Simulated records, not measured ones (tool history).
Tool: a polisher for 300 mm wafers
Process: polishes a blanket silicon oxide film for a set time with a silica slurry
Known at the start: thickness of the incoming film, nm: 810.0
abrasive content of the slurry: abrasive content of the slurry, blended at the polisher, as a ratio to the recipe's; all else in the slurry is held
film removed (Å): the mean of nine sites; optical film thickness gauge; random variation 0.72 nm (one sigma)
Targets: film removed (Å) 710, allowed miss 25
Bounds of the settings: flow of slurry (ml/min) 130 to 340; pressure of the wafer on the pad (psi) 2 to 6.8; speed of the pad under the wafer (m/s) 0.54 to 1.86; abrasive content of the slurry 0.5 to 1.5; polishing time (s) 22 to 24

run	hour	flow of slurry (ml/min)	pressure of the wafer on the pad (psi)	speed of the pad under the wafer (m/s)	abrasive content of the slurry	polishing time (s)	film removed (Å)
1	0	220	4.4	1.18	1	24	1010.6
2	6.2	220	4.4	1.38	1	24	1112.7
3	9.5	220	4.4	1.38	1.1	24	1170.3
4	17.7	220	4.4	1.24	1.1	24	1075.3
5	19.4	220	4	1.24	1.1	24	977.89
6	24.3	220	3.7	1.24	1.1	24	913.81
7	27.4	220	3.5	1.24	1.1	24	879.01
8	35.8	220	3.3	1.24	1.1	24	816.7
9	36.3	220	3.2	1.24	1.1	24	783.12
10	39.9	220	3.1	1.24	1.1	24	784.35
11	48.5	220	3	1.24	1.1	24	745.77

Which of these 4 next moves meets every target?
A	57.1	170	3.6	1.02	1.3	24	?
B	57.1	245	3.2	1.4	0.95	24	?
C	57.1	175	3.4	1.14	1.15	24	?
D	57.1	250	3.6	1.04	0.95	22	?

move	film removed (Å)
A	845.22
B	809.34
C	809
D	712.51
A: further off than the last run
B: further off than the last run
C: further off than the last run
D: meets every target
Move D is the one to make.
